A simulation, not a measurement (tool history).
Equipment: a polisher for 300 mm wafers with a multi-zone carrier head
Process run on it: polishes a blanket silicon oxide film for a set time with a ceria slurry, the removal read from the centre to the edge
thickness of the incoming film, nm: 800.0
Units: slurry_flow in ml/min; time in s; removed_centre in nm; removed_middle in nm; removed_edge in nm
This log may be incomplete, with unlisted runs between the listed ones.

| run | day | slurry_flow | centre_zone | middle_zone | edge_zone | time | removed_centre | removed_middle | removed_edge |
|---|---|---|---|---|---|---|---|---|---|
| 1 | 0.000 | 130 | 1.00 | 1.00 | 1.00 | 32 | 179.69 | 171.63 | 181.21 |
| 2 | 0.154 | 130 | 1.00 | 1.00 | 0.96 | 32 | 178.47 | 173.56 | 178.84 |
| 3 | 0.388 | 125 | 1.01 | 1.00 | 0.92 | 29 | 157.90 | 155.85 | 158.22 |
| 4 | 0.471 | 125 | 1.01 | 1.06 | 0.92 | 29 | 161.01 | 164.72 | 158.59 |
| 5 | 0.567 | 120 | 1.03 | 1.04 | 0.89 | 27 | 148.32 | 147.22 | 144.15 |
| 6 | 0.883 | 110 | 1.05 | 1.04 | 0.86 | 26 | 145.04 | 137.87 | 135.44 |
| 7 | 1.142 | 105 | 1.05 | 1.04 | 0.84 | 26 | 137.13 | 134.85 | 131.48 |
|  | 1.329 | slurry nozzle cleaned |
| 8 | 1.329 | 100 | 1.06 | 1.04 | 0.83 | 26 | 153.90 | 146.00 | 138.50 |
| 9 | 1.367 | 110 | 1.06 | 1.03 | 0.82 | 25 | 154.39 | 141.36 | 135.40 |
| 10 | 1.683 | 100 | 1.06 | 1.03 | 0.82 | 25 | 148.50 | 139.62 | 133.03 |

Forecast run 11:
| 11 | 1.850 | 100 | 1.06 | 1.04 | 0.84 | 24 | ? | ? | ? |

removed_centre: 143.34 nm
removed_middle: 132.34 nm
removed_edge: 128.11 nm

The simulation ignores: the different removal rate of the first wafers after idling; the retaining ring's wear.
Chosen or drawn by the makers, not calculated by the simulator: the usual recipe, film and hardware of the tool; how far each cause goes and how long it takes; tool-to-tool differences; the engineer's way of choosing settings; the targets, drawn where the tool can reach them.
